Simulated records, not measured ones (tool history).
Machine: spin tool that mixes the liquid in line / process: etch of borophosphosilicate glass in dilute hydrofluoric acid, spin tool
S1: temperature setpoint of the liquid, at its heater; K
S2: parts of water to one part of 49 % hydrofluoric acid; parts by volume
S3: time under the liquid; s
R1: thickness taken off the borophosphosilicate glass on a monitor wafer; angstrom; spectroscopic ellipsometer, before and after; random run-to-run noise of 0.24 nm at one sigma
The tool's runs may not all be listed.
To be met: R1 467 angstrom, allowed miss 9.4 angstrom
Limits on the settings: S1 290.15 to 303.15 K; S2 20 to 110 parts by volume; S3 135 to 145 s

{"run": 1, "hour": 0.0, "S1": 295.15, "S2": 60, "S3": 135, "R1": 844.24}
{"run": 2, "hour": 8.5, "S1": 294.15, "S2": 65, "S3": 135, "R1": 748.36}
{"run": 3, "hour": 13.4, "S1": 292.15, "S2": 65, "S3": 135, "R1": 686.85}
{"run": 4, "hour": 14.3, "S1": 292.15, "S2": 80, "S3": 135, "R1": 550.42}
{"run": 5, "hour": 15.5, "S1": 292.15, "S2": 60, "S3": 135, "R1": 748.86}
{"run": 6, "hour": 22.5, "S1": 291.65, "S2": 65, "S3": 135, "R1": 667.32}
{"run": 7, "hour": 23.7, "S1": 291.15, "S2": 70, "S3": 135, "R1": 602.98}
{"run": 8, "hour": 27.5, "S1": 290.65, "S2": 80, "S3": 135, "R1": 515.04}
{"hour": 35.1, "done": "thermometer replaced"}
{"run": 9, "hour": 35.1, "S1": 290.15, "S2": 85, "S3": 135, "R1": 495.34}

Exercise: of the 4 proposed moves below, exactly one satisfies all targets within the stated allowed misses. Which move is it?
{"run": "A", "hour": 42.7, "S1": 290.15, "S2": 90, "S3": 140, "R1": "?"}
{"run": "B", "hour": 42.7, "S1": 290.15, "S2": 85, "S3": 140, "R1": "?"}
{"run": "C", "hour": 42.7, "S1": 290.15, "S2": 90, "S3": 135, "R1": "?"}
{"run": "D", "hour": 42.7, "S1": 291.15, "S2": 95, "S3": 145, "R1": "?"}

move=A R1=485.03
move=B R1=516.29
move=C R1=467.71
move=D R1=493.79
A: an improvement on the last run, though not all results are within tolerance
B: lands further from the targets than the last run did
C: every result within its allowed miss
D: an improvement on the last run, though not all results are within tolerance
Answer: C

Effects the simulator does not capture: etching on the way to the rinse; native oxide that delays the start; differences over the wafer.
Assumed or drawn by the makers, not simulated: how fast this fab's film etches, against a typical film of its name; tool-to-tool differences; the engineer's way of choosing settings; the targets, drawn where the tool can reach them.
